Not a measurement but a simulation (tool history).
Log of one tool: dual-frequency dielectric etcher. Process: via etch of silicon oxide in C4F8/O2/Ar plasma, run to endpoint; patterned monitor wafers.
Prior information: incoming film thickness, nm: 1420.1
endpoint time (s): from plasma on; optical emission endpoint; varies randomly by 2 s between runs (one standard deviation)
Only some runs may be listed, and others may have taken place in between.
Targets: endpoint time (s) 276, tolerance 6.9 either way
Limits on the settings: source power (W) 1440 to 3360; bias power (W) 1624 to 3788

Run 1, hour 0: source power (W) 2400, bias power (W) 2706. Result: endpoint time (s) 245.05.
Run 2, hour 3.6: source power (W) 2400, bias power (W) 2409. Result: endpoint time (s) 259.87.
Run 3, hour 6.7: source power (W) 2400, bias power (W) 2724. Result: endpoint time (s) 244.54.
Run 4, hour 10.1: source power (W) 2160, bias power (W) 2724. Result: endpoint time (s) 252.28.
Run 5, hour 18.7: source power (W) 2480, bias power (W) 2724. Result: endpoint time (s) 242.16.
Run 6, hour 21.7: source power (W) 2190, bias power (W) 2724. Result: endpoint time (s) 251.72.
Run 7, hour 22.2: source power (W) 2100, bias power (W) 2691. Result: endpoint time (s) 257.21.
Run 8, hour 24.9: source power (W) 2040, bias power (W) 2669. Result: endpoint time (s) 261.51.
Run 9, hour 29.5: source power (W) 1990, bias power (W) 2655. Result: endpoint time (s) 264.32.
Run 10, hour 36.3: source power (W) 1950, bias power (W) 2644. Result: endpoint time (s) 266.65.
Run 11, hour 41.2: source power (W) 1920, bias power (W) 2635. Result: endpoint time (s) 267.83.

Which single option among these 4 for the next run brings every result within its allowed miss of target? Just one does.
Run A, hour 46.1: source power (W) 2490, bias power (W) 2546. Result: endpoint time (s) ?.
Run B, hour 46.1: source power (W) 1620, bias power (W) 2833. Result: endpoint time (s) ?.
Run C, hour 46.1: source power (W) 1930, bias power (W) 2781. Result: endpoint time (s) ?.
Run D, hour 46.1: source power (W) 2050, bias power (W) 2713. Result: endpoint time (s) ?.

move  endpoint time (s)
   A             253.23
   B             278.27
   C             265.55
   D             263.11
A: moves away from the targets compared with the last run
B: in spec on every target
C: moves away from the targets compared with the last run
D: moves away from the targets compared with the last run
Answer: B

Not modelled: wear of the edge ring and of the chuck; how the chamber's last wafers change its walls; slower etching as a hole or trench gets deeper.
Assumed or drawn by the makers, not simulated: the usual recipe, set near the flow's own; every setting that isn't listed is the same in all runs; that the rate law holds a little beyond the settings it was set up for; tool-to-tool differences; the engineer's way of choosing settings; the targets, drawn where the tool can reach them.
